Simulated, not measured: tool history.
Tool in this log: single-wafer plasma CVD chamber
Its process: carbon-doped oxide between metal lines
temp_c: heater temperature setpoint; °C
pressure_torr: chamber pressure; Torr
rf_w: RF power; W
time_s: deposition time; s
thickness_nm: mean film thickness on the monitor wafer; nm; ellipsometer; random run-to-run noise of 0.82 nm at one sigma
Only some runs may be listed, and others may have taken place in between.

| run | hour | temp_c | pressure_torr | rf_w | time_s | thickness_nm |
|---|---|---|---|---|---|---|
| 1 | 0 | 355 | 3.65 | 655 | 34.7 | 202.83 |
| 2 | 5.4 | 358 | 3.45 | 635 | 34.7 | 195.69 |
| 3 | 10.1 | 361 | 3.27 | 625 | 34.7 | 195.54 |
| 4 | 15.2 | 361 | 3.26 | 600 | 34.7 | 192.88 |
| 5 | 20.6 | 361 | 3.26 | 570 | 34.7 | 187.32 |
| 6 | 22.9 | 362 | 3.24 | 555 | 34.7 | 184.7 |
| 7 | 30.6 | 363 | 3.23 | 545 | 34.7 | 182.69 |

Forecast run 8:
| 8 | 36.2 | 364 | 3.22 | 535 | 34.7 | ? |

For run 8 the tool returned thickness_nm 181.54 nm.
